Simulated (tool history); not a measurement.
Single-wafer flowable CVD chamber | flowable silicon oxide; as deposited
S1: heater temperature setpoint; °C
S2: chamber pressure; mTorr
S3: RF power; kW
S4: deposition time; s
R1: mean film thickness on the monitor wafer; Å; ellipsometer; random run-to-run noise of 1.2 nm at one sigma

run	day	S1	S2	S3	S4	R1
1	0	90	945	2.69	490	5465.1
2	0.15	96	926	2.685	490	4362.8
3	0.175	96	926	2.685	467	4122.8
4	0.383	89	926	2.685	467	5258.1
5	0.446	89	926	2.395	467	5166.1
6	0.538	89	926	2.61	467	5215
7	0.625	95	924	2.61	467	4277.5
8	0.871	107	917	2.61	467	2810.4
9	0.979	108	917	2.61	467	2724.3
10	1.129	109	917	2.61	467	2657.2

Run 11 has not been measured yet. What should we expect?
11	1.183	110	917	2.61	467	?

{"run 11": {"R1": 2569.1}}
